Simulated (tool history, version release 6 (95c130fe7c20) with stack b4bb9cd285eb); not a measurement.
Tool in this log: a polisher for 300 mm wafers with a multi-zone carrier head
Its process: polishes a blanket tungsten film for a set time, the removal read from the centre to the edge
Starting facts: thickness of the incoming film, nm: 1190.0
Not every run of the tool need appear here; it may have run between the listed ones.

| run | hour | flow of slurry (ml/min) | pressure of the head's centre zone | pressure of the head's middle zone | pressure of the head's edge zone | abrasive content of the slurry | polishing time (s) | film removed at the wafer's centre (angstrom) | film removed at mid-radius (angstrom) | film removed at the wafer's edge (angstrom) |
|---|---|---|---|---|---|---|---|---|---|---|
| 1 | 0 | 135 | 1 | 1 | 1 | 1 | 70 | 3621.8 | 3391.4 | 3397.4 |
| 2 | 0.7 | 140 | 1.01 | 1.01 | 1.03 | 1.05 | 70 | 3724.3 | 3488.3 | 3575 |
| 3 | 4.5 | 150 | 1.03 | 1.02 | 1.04 | 1.1 | 70 | 3950.9 | 3582.7 | 3524.3 |
| 4 | 10.4 | 150 | 1.03 | 1.02 | 1.06 | 1.15 | 71 | 4063.6 | 3700.5 | 3688.5 |
| 5 | 11.1 | 150 | 1 | 1.02 | 1.06 | 1.15 | 71 | 3877.1 | 3656 | 3646.5 |
| 6 | 18.2 | 150 | 0.94 | 1.02 | 1.06 | 1.15 | 71 | 3656.7 | 3692.3 | 3626.9 |
| 7 | 21.9 | 150 | 0.96 | 1.02 | 1.08 | 1.2 | 72 | 3788.8 | 3772 | 3855.3 |
|  | 23.3 | centre zone pressure recalibrated |
| 8 | 23.3 | 155 | 0.98 | 1.02 | 1.09 | 1.25 | 72 | 3610.3 | 3839.6 | 3924.4 |
| 9 | 32.1 | 160 | 1.01 | 1.02 | 1.1 | 1.25 | 73 | 3871 | 3951.6 | 3977.8 |
| 10 | 35 | 160 | 1.04 | 1.01 | 1.1 | 1.25 | 74 | 4036.6 | 3952 | 3981.7 |

Predict the results of run 11:
| 11 | 42.1 | 160 | 1.07 | 1 | 1.11 | 1.25 | 75 | ? | ? | ? |

film removed at the wafer's centre (angstrom): 4201.1
film removed at mid-radius (angstrom): 3946.7
film removed at the wafer's edge (angstrom): 4107.7

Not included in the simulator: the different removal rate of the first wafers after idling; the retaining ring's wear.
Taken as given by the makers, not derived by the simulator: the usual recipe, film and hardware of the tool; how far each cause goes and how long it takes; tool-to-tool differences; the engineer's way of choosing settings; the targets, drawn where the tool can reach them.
